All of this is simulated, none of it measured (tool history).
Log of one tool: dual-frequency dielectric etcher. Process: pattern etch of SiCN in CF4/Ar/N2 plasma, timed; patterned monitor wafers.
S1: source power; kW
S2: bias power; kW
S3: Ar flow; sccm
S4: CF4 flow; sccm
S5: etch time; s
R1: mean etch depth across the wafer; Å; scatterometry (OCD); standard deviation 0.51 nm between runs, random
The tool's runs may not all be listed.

run  hour     S1     S2  S3  S4     S5       R1
  1   0.0  0.390  0.078  76  47  119.0   936.97
  2   2.0  0.390  0.078  76  43  119.0   916.00
  3   9.4  0.380  0.078  76  43  119.0   904.13
  4  13.7  0.380  0.078  76  51  119.0   933.81
  5  17.6  0.410  0.078  76  51  119.0   991.91
  6  18.3  0.410  0.078  76  51  124.5  1027.60
     22.8  -- bias power generator calibrated
  7  22.8  0.380  0.077  76  51  124.5   962.81
  8  24.3  0.360  0.077  76  51  124.5   924.66
  9  30.2  0.350  0.077  76  51  124.5   900.34

What does the tool deliver on the next run?
 10  37.6  0.340  0.077  76  51  124.5   ?

Run 10 yielded R1 892.59 Å.
